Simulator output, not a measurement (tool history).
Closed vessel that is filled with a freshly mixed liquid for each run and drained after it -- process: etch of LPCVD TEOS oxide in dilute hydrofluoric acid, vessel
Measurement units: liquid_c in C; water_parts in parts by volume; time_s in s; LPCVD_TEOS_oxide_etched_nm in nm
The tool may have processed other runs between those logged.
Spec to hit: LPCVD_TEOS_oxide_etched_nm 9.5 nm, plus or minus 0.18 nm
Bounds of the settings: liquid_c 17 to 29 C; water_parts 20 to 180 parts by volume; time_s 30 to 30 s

Run 1, hour 0: liquid_c 21 C, water_parts 100 parts by volume, time_s 30 s. Result: LPCVD_TEOS_oxide_etched_nm 6.0658 nm.
Run 2, hour 5.4: liquid_c 21 C, water_parts 100 parts by volume, time_s 30 s. Result: LPCVD_TEOS_oxide_etched_nm 6.1545 nm.
Run 3, hour 10.5: liquid_c 22.5 C, water_parts 100 parts by volume, time_s 30 s. Result: LPCVD_TEOS_oxide_etched_nm 6.5208 nm.
Run 4, hour 19.7: liquid_c 22.5 C, water_parts 130 parts by volume, time_s 30 s. Result: LPCVD_TEOS_oxide_etched_nm 4.8026 nm.
Run 5, hour 21.9: liquid_c 24 C, water_parts 130 parts by volume, time_s 30 s. Result: LPCVD_TEOS_oxide_etched_nm 5.1208 nm.
Run 6, hour 24.1: liquid_c 24 C, water_parts 130 parts by volume, time_s 30 s. Result: LPCVD_TEOS_oxide_etched_nm 5.1089 nm.
Run 7, hour 27.8: liquid_c 24 C, water_parts 130 parts by volume, time_s 30 s. Result: LPCVD_TEOS_oxide_etched_nm 5.1037 nm.
Run 8, hour 31.9: liquid_c 24.5 C, water_parts 125 parts by volume, time_s 30 s. Result: LPCVD_TEOS_oxide_etched_nm 5.4719 nm.
Run 9, hour 41: liquid_c 25 C, water_parts 120 parts by volume, time_s 30 s. Result: LPCVD_TEOS_oxide_etched_nm 5.8325 nm.
Run 10, hour 42.6: liquid_c 25.5 C, water_parts 115 parts by volume, time_s 30 s. Result: LPCVD_TEOS_oxide_etched_nm 6.2628 nm.
Run 11, hour 46.5: liquid_c 26 C, water_parts 110 parts by volume, time_s 30 s. Result: LPCVD_TEOS_oxide_etched_nm 6.6583 nm.
Run 12, hour 49.4: liquid_c 26.5 C, water_parts 105 parts by volume, time_s 30 s. Result: LPCVD_TEOS_oxide_etched_nm 7.2206 nm.
Run 13, hour 58: liquid_c 27 C, water_parts 100 parts by volume, time_s 30 s. Result: LPCVD_TEOS_oxide_etched_nm 7.7731 nm.
Run 14, hour 60.8: liquid_c 27.5 C, water_parts 100 parts by volume, time_s 30 s. Result: LPCVD_TEOS_oxide_etched_nm 7.822 nm.
Run 15, hour 62.3: liquid_c 28.5 C, water_parts 90 parts by volume, time_s 30 s. Result: LPCVD_TEOS_oxide_etched_nm 9.2876 nm.
Run 16, hour 63.2: liquid_c 28.5 C, water_parts 90 parts by volume, time_s 30 s. Result: LPCVD_TEOS_oxide_etched_nm 9.1482 nm.
Run 17, hour 67.3: liquid_c 28.5 C, water_parts 90 parts by volume, time_s 30 s. Result: LPCVD_TEOS_oxide_etched_nm 9.2008 nm.
Run 18, hour 73.2: liquid_c 28.5 C, water_parts 90 parts by volume, time_s 30 s. Result: LPCVD_TEOS_oxide_etched_nm 9.2334 nm.

Next run, 4 choices. One meets every target within its allowed miss, the rest don't. Which?
Run A, hour 79.1: liquid_c 29 C, water_parts 85 parts by volume, time_s 30 s. Result: LPCVD_TEOS_oxide_etched_nm ?.
Run B, hour 79.1: liquid_c 24.5 C, water_parts 80 parts by volume, time_s 30 s. Result: LPCVD_TEOS_oxide_etched_nm ?.
Run C, hour 79.1: liquid_c 29 C, water_parts 95 parts by volume, time_s 30 s. Result: LPCVD_TEOS_oxide_etched_nm ?.
Run D, hour 79.1: liquid_c 29 C, water_parts 90 parts by volume, time_s 30 s. Result: LPCVD_TEOS_oxide_etched_nm ?.

move  LPCVD_TEOS_oxide_etched_nm
   A                      10.074
   B                      9.0338
   C                      8.8876
   D                      9.4472
A: carries the result that was furthest off beyond its target, to the other side
B: moves away from the targets compared with the last run
C: moves away from the targets compared with the last run
D: meets every target
Go with D: it meets all targets.

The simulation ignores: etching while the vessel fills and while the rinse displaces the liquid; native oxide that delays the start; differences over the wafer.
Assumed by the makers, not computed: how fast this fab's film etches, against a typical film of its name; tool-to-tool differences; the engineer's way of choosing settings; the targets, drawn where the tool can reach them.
